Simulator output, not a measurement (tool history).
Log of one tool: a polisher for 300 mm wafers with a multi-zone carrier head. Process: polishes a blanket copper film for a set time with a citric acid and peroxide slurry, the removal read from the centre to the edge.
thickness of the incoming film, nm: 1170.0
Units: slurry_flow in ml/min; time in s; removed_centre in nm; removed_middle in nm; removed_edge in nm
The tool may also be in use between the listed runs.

run	day	slurry_flow	centre_zone	middle_zone	edge_zone	slurry_solids	time	removed_centre	removed_middle	removed_edge
1	0	280	1	1	1	1	44	136.45	134.78	132.55
2	0.304	290	1	1.01	1.04	1.1	44	138.67	139.6	138.93
3	0.383	290	1.03	1.01	1.04	1.1	44	144.91	138.46	138.73
4	0.754	290	1.03	0.97	1.04	1.1	44	144.18	134.87	139.2
5	0.808	290	1.03	0.9	1.04	1.1	44	143.64	129.46	139.14
6	1.171	290	1.03	0.9	1.04	1.1	36	117.13	105.35	113.89
7	1.475	300	1.03	0.93	1.07	1.2	38	127.45	117.05	125.48
8	1.504	310	1.03	0.95	1.1	1.25	39	132.82	123.51	130.67
9	1.85	305	1.02	0.96	1.11	1.3	41	141.6	131.12	140.24
10	2.05	305	1.01	0.98	1.12	1.35	42	141.79	138.95	144.77
11	2.083	310	1.01	0.98	1.14	1.4	43	148.59	143.43	152.83
12	2.229	320	1.01	0.99	1.15	1.4	43	149.9	145.39	153.02
13	2.279	325	1	0.99	1.16	1.4	43	147.34	144.77	155.19
14	2.612	335	1	1	1.17	1.4	43	150.02	147.93	154.47

Run 15 comes next. What will it give?
15	2.638	340	0.99	1	1.18	1.45	44	?	?	?

removed_centre: 151.62 nm
removed_middle: 152.3 nm
removed_edge: 158.89 nm
